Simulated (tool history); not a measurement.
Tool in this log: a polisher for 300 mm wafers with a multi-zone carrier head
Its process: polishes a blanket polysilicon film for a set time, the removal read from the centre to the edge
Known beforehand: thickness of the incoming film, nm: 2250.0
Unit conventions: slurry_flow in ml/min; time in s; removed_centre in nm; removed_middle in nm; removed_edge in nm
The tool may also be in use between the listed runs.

run	hour	slurry_flow	centre_zone	middle_zone	edge_zone	time	removed_centre	removed_middle	removed_edge
1	0.0	250	1.00	1.00	1.00	58	457.55	455.78	464.79
2	4.2	250	1.00	1.00	1.00	63	505.60	497.62	512.70
3	5.8	250	1.00	0.95	1.00	63	497.11	479.73	511.92
4	7.4	250	1.00	0.95	1.06	63	498.03	476.82	527.86
5	8.1	250	1.04	0.95	1.06	63	522.92	475.71	521.96
6	13.5	250	1.00	0.95	1.06	63	501.38	477.74	527.28
7	19.8	260	1.00	0.95	1.09	65	517.24	493.54	545.20

For run 8, what comes out?
8	26.5	250	1.00	0.94	1.10	67	?	?	?

Run 8 yielded removed_centre 538.12 nm, removed_middle 498.31 nm, removed_edge 566.01 nm.

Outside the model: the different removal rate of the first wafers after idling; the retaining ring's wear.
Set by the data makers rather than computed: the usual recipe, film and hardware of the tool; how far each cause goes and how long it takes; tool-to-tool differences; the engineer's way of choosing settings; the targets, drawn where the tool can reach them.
